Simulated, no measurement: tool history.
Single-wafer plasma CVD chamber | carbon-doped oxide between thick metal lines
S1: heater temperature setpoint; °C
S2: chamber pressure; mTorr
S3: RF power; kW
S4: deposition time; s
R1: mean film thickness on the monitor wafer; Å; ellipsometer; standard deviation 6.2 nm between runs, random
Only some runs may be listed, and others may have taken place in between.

run,hour,S1,S2,S3,S4,R1
1,0,330,4520,0.47,175,9483.6
2,4.6,335,4520,0.47,175,9419.8
3,5.9,335,4520,0.51,175,9821.6
4,14.7,332,4850,0.53,175,10251
5,16.7,330,5100,0.545,175,10704
6,21.8,327,5310,0.55,175,10964

Expected results for the next run?
7,23.5,324,5460,0.555,175,?

{"run 7": {"R1": 11091}}
